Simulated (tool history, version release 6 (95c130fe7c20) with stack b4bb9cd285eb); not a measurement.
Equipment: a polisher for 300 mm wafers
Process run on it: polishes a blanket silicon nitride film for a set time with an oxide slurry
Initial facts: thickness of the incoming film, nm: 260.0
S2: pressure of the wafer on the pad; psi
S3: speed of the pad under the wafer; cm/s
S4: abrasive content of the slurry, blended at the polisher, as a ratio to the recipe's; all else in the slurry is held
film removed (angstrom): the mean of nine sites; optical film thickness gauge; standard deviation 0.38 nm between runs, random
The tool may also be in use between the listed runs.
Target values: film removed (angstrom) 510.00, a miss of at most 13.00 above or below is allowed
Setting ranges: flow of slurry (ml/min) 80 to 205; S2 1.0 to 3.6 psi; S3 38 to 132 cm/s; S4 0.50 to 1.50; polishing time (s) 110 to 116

{"run": 1, "hour": 0.0, "flow of slurry (ml/min)": 135, "S2": 2.3, "S3": 84, "S4": 1.0, "polishing time (s)": 110, "film removed (angstrom)": 314.31}
{"run": 2, "hour": 9.0, "flow of slurry (ml/min)": 145, "S2": 2.5, "S3": 84, "S4": 1.0, "polishing time (s)": 110, "film removed (angstrom)": 344.2}
{"run": 3, "hour": 10.3, "flow of slurry (ml/min)": 145, "S2": 2.5, "S3": 84, "S4": 1.0, "polishing time (s)": 110, "film removed (angstrom)": 341.99}
{"run": 4, "hour": 19.2, "flow of slurry (ml/min)": 145, "S2": 2.5, "S3": 98, "S4": 1.0, "polishing time (s)": 110, "film removed (angstrom)": 387.19}
{"run": 5, "hour": 22.0, "flow of slurry (ml/min)": 150, "S2": 2.6, "S3": 98, "S4": 1.0, "polishing time (s)": 110, "film removed (angstrom)": 403.2}
{"run": 6, "hour": 28.6, "flow of slurry (ml/min)": 150, "S2": 2.6, "S3": 98, "S4": 1.0, "polishing time (s)": 110, "film removed (angstrom)": 405.67}
{"run": 7, "hour": 35.8, "flow of slurry (ml/min)": 155, "S2": 2.7, "S3": 98, "S4": 1.0, "polishing time (s)": 110, "film removed (angstrom)": 417.42}
{"run": 8, "hour": 36.8, "flow of slurry (ml/min)": 155, "S2": 2.8, "S3": 98, "S4": 1.0, "polishing time (s)": 110, "film removed (angstrom)": 432.59}
{"run": 9, "hour": 39.5, "flow of slurry (ml/min)": 155, "S2": 2.9, "S3": 98, "S4": 1.0, "polishing time (s)": 110, "film removed (angstrom)": 458.96}
{"run": 10, "hour": 46.6, "flow of slurry (ml/min)": 185, "S2": 3.1, "S3": 98, "S4": 1.0, "polishing time (s)": 110, "film removed (angstrom)": 496.32}

Which one of the following 4 next-run settings gets every result inside its allowed miss? There is exactly one.
{"run": "A", "hour": 53.7, "flow of slurry (ml/min)": 200, "S2": 2.9, "S3": 96, "S4": 1.05, "polishing time (s)": 113, "film removed (angstrom)": "?"}
{"run": "B", "hour": 53.7, "flow of slurry (ml/min)": 195, "S2": 2.9, "S3": 86, "S4": 1.15, "polishing time (s)": 115, "film removed (angstrom)": "?"}
{"run": "C", "hour": 53.7, "flow of slurry (ml/min)": 195, "S2": 3.0, "S3": 98, "S4": 0.95, "polishing time (s)": 112, "film removed (angstrom)": "?"}
{"run": "D", "hour": 53.7, "flow of slurry (ml/min)": 170, "S2": 3.4, "S3": 90, "S4": 0.95, "polishing time (s)": 114, "film removed (angstrom)": "?"}

move=A film_removed_(angstrom)=484.46
move=B film_removed_(angstrom)=471.61
move=C film_removed_(angstrom)=481.06
move=D film_removed_(angstrom)=510.65
A: the biggest miss grows against the last run
B: the biggest miss grows against the last run
C: the biggest miss grows against the last run
D: hits every target within its allowed miss
D is the move that brings every result within its allowed miss.
